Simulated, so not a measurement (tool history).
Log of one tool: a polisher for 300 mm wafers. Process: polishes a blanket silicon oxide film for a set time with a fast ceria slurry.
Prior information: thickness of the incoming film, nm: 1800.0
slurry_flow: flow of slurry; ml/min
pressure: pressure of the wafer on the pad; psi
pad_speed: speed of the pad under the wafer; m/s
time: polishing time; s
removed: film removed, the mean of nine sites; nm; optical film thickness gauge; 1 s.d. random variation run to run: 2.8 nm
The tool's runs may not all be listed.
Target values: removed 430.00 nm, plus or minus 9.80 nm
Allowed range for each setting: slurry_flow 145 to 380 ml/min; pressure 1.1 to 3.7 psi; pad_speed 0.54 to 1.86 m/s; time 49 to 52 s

run 1 hour=0.0 | slurry_flow=245 pressure=2.4 pad_speed=1.18 time=49 | removed=653.38
run 2 hour=6.0 | slurry_flow=190 pressure=2.4 pad_speed=1.18 time=49 | removed=645.13
run 3 hour=8.8 | slurry_flow=190 pressure=2.1 pad_speed=1.18 time=49 | removed=572.97
run 4 hour=9.8 | slurry_flow=190 pressure=2.1 pad_speed=1.18 time=52 | removed=606.36
run 5 hour=13.4 | slurry_flow=190 pressure=2.1 pad_speed=0.98 time=52 | removed=517.14
run 6 hour=14.7 | slurry_flow=190 pressure=2.5 pad_speed=0.98 time=52 | removed=602.60
run 7 hour=18.1 | slurry_flow=190 pressure=2.2 pad_speed=0.98 time=52 | removed=540.08
run 8 hour=23.1 | slurry_flow=190 pressure=2.0 pad_speed=0.98 time=52 | removed=496.21
run 9 hour=27.2 | slurry_flow=190 pressure=1.9 pad_speed=0.98 time=52 | removed=467.67
run 10 hour=28.8 | slurry_flow=190 pressure=1.8 pad_speed=0.98 time=52 | removed=448.02

Exercise: of the 4 proposed moves below, exactly one satisfies all targets within the stated allowed misses. Which move is it?
run A hour=30.4 | slurry_flow=190 pressure=2.0 pad_speed=0.94 time=50 | removed=?
run B hour=30.4 | slurry_flow=195 pressure=2.1 pad_speed=0.84 time=49 | removed=?
run C hour=30.4 | slurry_flow=180 pressure=2.2 pad_speed=0.82 time=52 | removed=?
run D hour=30.4 | slurry_flow=165 pressure=2.0 pad_speed=0.92 time=52 | removed=?

move=A removed=465.96
move=B removed=435.85
move=C removed=468.53
move=D removed=468.42
A: further off than the last run
B: hits every target within its allowed miss
C: further off than the last run
D: further off than the last run
B meets every target.
